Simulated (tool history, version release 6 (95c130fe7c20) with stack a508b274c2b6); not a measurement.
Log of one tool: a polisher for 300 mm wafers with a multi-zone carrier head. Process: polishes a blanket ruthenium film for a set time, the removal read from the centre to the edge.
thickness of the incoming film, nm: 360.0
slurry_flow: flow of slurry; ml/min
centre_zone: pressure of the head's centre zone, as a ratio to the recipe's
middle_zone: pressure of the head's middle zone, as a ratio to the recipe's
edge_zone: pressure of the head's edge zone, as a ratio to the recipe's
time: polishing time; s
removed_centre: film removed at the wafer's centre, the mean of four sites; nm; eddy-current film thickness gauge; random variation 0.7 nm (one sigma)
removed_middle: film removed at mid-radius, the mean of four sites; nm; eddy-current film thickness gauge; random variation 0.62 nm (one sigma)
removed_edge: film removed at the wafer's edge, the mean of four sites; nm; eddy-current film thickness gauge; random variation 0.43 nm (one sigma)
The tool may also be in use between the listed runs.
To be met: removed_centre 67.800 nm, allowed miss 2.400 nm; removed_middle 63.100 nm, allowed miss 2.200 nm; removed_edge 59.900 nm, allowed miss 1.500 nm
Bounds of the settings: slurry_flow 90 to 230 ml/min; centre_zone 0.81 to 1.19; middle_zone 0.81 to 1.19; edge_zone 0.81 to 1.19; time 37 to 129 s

run,day,slurry_flow,centre_zone,middle_zone,edge_zone,time,removed_centre,removed_middle,removed_edge
1,0.000,150,1.00,1.00,1.00,83,80.204,79.509,80.372
2,0.088,145,1.01,1.00,0.97,80,78.006,78.138,76.341
3,0.354,140,1.02,0.98,0.95,77,73.779,73.286,72.581
4,0.475,140,1.04,0.97,0.93,75,74.003,71.665,69.142
5,0.775,135,1.04,0.95,0.91,74,72.312,68.631,66.330
6,0.958,130,1.04,0.94,0.90,74,70.482,67.463,66.635
7,1.054,125,1.05,0.94,0.88,73,71.037,65.669,65.015
8,1.417,125,1.05,0.94,0.87,72,69.490,65.294,63.861
9,1.538,125,1.05,0.94,0.86,72,67.975,65.110,63.840
10,1.850,110,1.11,0.96,0.81,69,66.747,62.321,57.628
11,2.208,110,1.11,0.96,0.81,69,67.036,60.953,58.191

4 next moves are on the table. One of them brings every result within its allowed miss. Which?
A,2.567,100,1.10,0.89,0.87,72,?,?,?
B,2.567,100,1.01,0.90,0.84,75,?,?,?
C,2.567,145,1.12,0.95,0.82,62,?,?,?
D,2.567,90,1.12,0.98,0.82,74,?,?,?

move,removed_centre,removed_middle,removed_edge
A,67.652,58.070,61.438
B,66.156,61.076,63.035
C,64.892,57.317,54.600
D,68.252,62.879,60.339
A: takes the result that was furthest off past its target
B: takes the result that was furthest off past its target
C: further off than the last run
D: meets every target
Answer: D
